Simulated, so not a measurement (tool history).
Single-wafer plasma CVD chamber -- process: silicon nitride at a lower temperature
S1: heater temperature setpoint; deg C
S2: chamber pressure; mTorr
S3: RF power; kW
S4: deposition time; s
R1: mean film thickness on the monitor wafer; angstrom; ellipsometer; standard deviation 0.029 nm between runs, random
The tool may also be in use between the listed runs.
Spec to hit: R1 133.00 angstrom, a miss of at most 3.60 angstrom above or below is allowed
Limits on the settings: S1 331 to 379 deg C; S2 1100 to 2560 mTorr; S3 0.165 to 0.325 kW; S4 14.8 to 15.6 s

run 1 hour=0.0 | S1=355 S2=1830 S3=0.245 S4=15.6 | R1=156.78
run 2 hour=6.1 | S1=355 S2=1830 S3=0.245 S4=15.6 | R1=157.90
run 3 hour=7.0 | S1=355 S2=1700 S3=0.235 S4=15.5 | R1=148.79
run 4 hour=11.5 | S1=355 S2=1930 S3=0.235 S4=15.5 | R1=154.67
run 5 hour=19.0 | S1=355 S2=1760 S3=0.225 S4=15.5 | R1=145.02
run 6 hour=24.6 | S1=355 S2=1660 S3=0.220 S4=15.5 | R1=140.67
run 7 hour=27.0 | S1=355 S2=1600 S3=0.220 S4=15.5 | R1=139.32
run 8 hour=32.9 | S1=355 S2=1550 S3=0.220 S4=15.5 | R1=137.77

4 candidate next runs follow, results not yet known. Just one meets every target within its allowed miss. Identify it.
run A hour=38.8 | S1=352 S2=1790 S3=0.230 S4=14.8 | R1=?
run B hour=38.8 | S1=341 S2=1510 S3=0.225 S4=15.6 | R1=?
run C hour=38.8 | S1=353 S2=1440 S3=0.225 S4=15.0 | R1=?
run D hour=38.8 | S1=350 S2=1740 S3=0.220 S4=15.4 | R1=?

move=A R1=142.34
move=B R1=140.93
move=C R1=132.95
move=D R1=142.49
A: misses by more than the last run did
B: misses by more than the last run did
C: every result lands within tolerance
D: misses by more than the last run did
Answer: C
